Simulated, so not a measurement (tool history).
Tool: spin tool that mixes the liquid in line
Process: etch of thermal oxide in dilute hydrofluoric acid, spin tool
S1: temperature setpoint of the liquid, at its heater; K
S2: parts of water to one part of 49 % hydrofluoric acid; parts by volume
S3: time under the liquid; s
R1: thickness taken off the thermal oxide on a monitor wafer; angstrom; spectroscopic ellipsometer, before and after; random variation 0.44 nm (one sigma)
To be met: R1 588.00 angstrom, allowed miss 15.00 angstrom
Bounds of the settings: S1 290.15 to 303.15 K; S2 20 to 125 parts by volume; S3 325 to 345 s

run  hour      S1  S2   S3      R1
  1   0.0  295.15  70  325  177.02
  2   1.4  296.65  60  330  222.72
  3   3.4  298.15  50  335  293.83
  4  12.3  299.15  45  335  338.53
  5  12.8  299.15  45  325  330.27
  6  20.9  300.65  45  325  351.09
  7  21.7  301.15  40  325  409.48
  8  23.6  301.65  35  325  471.65
  9  27.4  302.15  35  325  489.23

Which of these 4 next moves meets every target?
  A  31.2  302.15  35  345   ?
  B  31.2  300.65  35  325   ?
  C  31.2  303.15  30  345   ?
  D  31.2  302.65  30  325   ?

move      R1
   A  517.60
   B  458.96
   C  633.46
   D  584.89
A: nearer than the last run, and not there yet
B: further off than the last run
C: takes the result that was furthest off past its target
D: meets every target
Move D is the one to make.
